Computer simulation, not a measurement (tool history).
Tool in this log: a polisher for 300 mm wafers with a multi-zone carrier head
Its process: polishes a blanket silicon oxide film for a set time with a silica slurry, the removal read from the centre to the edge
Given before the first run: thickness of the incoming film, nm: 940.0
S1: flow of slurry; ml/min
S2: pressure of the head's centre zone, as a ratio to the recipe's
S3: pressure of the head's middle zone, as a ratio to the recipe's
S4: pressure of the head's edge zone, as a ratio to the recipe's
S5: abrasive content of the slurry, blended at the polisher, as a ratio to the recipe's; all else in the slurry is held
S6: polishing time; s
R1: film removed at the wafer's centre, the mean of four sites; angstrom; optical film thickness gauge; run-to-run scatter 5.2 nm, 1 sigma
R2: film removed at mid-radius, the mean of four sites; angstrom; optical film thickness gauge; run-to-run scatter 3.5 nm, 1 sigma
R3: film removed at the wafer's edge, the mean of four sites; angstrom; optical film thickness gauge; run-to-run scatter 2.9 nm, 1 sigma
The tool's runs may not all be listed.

Run 1, day 0: S1 170 ml/min, S2 1, S3 1, S4 1, S5 1, S6 82 s. Result: R1 3022.3 angstrom, R2 2973 angstrom, R3 3085.9 angstrom.
Run 2, day 0.117: S1 175 ml/min, S2 1, S3 1.01, S4 1.02, S5 1.05, S6 82 s. Result: R1 3018.3 angstrom, R2 3122.8 angstrom, R3 3182.4 angstrom.
Run 3, day 0.338: S1 175 ml/min, S2 1.01, S3 1.01, S4 1.03, S5 1.1, S6 83 s. Result: R1 3211 angstrom, R2 3211.4 angstrom, R3 3341.1 angstrom.
Run 4, day 0.55: S1 175 ml/min, S2 1.01, S3 1.01, S4 0.99, S5 1.1, S6 83 s. Result: R1 3233 angstrom, R2 3245.8 angstrom, R3 3241 angstrom.
At day 0.742: worn pad replaced by a new one.
Run 5, day 0.742: S1 175 ml/min, S2 1.01, S3 1.01, S4 1.02, S5 1.1, S6 83 s. Result: R1 3722.6 angstrom, R2 3640.4 angstrom, R3 3772.6 angstrom.
Run 6, day 0.804: S1 180 ml/min, S2 1.01, S3 1.02, S4 1.03, S5 1.1, S6 83 s. Result: R1 3704.8 angstrom, R2 3670.3 angstrom, R3 3802.4 angstrom.
Run 7, day 0.971: S1 185 ml/min, S2 1, S3 1.02, S4 1.03, S5 1.1, S6 83 s. Result: R1 3693.2 angstrom, R2 3750.1 angstrom, R3 3782.3 angstrom.
Run 8, day 1.112: S1 190 ml/min, S2 0.99, S3 1.02, S4 1.04, S5 1.1, S6 83 s. Result: R1 3760.9 angstrom, R2 3734.4 angstrom, R3 3845.4 angstrom.
Run 9, day 1.192: S1 195 ml/min, S2 0.97, S3 1.02, S4 1.04, S5 1.1, S6 83 s. Result: R1 3596.8 angstrom, R2 3735.3 angstrom, R3 3782.5 angstrom.

The next listed run, before its measurement:
Run 10, day 1.471: S1 200 ml/min, S2 0.97, S3 1.02, S4 1.05, S5 1.1, S6 83 s. Result: R1 ?, R2 ?, R3 ?.

Run 10 gave R1 3617.6 angstrom, R2 3767 angstrom, R3 3821.3 angstrom.
